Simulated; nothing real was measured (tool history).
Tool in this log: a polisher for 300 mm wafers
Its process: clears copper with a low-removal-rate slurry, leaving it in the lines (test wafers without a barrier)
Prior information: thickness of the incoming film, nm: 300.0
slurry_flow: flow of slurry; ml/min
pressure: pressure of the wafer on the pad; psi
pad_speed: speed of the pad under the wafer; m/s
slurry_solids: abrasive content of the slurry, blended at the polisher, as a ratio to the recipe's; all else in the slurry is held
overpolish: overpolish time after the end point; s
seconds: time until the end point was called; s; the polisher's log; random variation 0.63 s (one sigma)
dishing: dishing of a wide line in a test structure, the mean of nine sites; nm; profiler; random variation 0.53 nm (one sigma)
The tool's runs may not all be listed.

run	hour	slurry_flow	pressure	pad_speed	slurry_solids	overpolish	seconds	dishing
1	0.0	155	3.1	0.90	1.00	13	99.288	28.512
2	5.7	155	3.1	0.90	0.85	13	102.870	28.098
3	6.8	155	3.1	0.90	0.85	17	102.570	34.474
4	8.5	160	3.4	0.90	0.85	15	97.085	32.939
5	12.6	140	3.4	0.90	0.85	15	98.684	32.444
6	20.1	175	3.4	0.90	0.85	15	95.209	33.127

Run 7 comes next. What will it give?
7	20.9	180	3.7	0.90	0.85	13	?	?

seconds: 88.464 s
dishing: 31.261 nm
